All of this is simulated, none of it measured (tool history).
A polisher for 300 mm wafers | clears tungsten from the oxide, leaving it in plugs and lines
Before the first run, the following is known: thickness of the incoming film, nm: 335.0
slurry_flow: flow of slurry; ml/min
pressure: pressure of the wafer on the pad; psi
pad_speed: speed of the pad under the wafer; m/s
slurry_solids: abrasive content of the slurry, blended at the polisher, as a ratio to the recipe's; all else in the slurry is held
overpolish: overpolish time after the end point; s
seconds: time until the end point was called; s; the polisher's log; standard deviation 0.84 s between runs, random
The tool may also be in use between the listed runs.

Run 1, hour 0.0: slurry_flow 250 ml/min, pressure 3.2 psi, pad_speed 1.12 m/s, slurry_solids 1.0, overpolish 3 s. Result: seconds 81.403 s.
Run 2, hour 1.9: slurry_flow 250 ml/min, pressure 3.1 psi, pad_speed 1.12 m/s, slurry_solids 1.0, overpolish 3 s. Result: seconds 84.187 s.
Run 3, hour 4.6: slurry_flow 250 ml/min, pressure 3.0 psi, pad_speed 1.12 m/s, slurry_solids 1.0, overpolish 3 s. Result: seconds 87.853 s.
Run 4, hour 9.5: slurry_flow 250 ml/min, pressure 3.0 psi, pad_speed 1.12 m/s, slurry_solids 1.0, overpolish 3 s. Result: seconds 85.942 s.
Run 5, hour 15.2: slurry_flow 250 ml/min, pressure 2.9 psi, pad_speed 1.12 m/s, slurry_solids 1.0, overpolish 3 s. Result: seconds 90.605 s.
Run 6, hour 22.2: slurry_flow 250 ml/min, pressure 2.9 psi, pad_speed 1.12 m/s, slurry_solids 1.2, overpolish 3 s. Result: seconds 86.307 s.

Expected results for the next run?
Run 7, hour 24.1: slurry_flow 250 ml/min, pressure 2.8 psi, pad_speed 1.12 m/s, slurry_solids 1.2, overpolish 3 s. Result: seconds ?.

Run 7 produced seconds 90.310 s.

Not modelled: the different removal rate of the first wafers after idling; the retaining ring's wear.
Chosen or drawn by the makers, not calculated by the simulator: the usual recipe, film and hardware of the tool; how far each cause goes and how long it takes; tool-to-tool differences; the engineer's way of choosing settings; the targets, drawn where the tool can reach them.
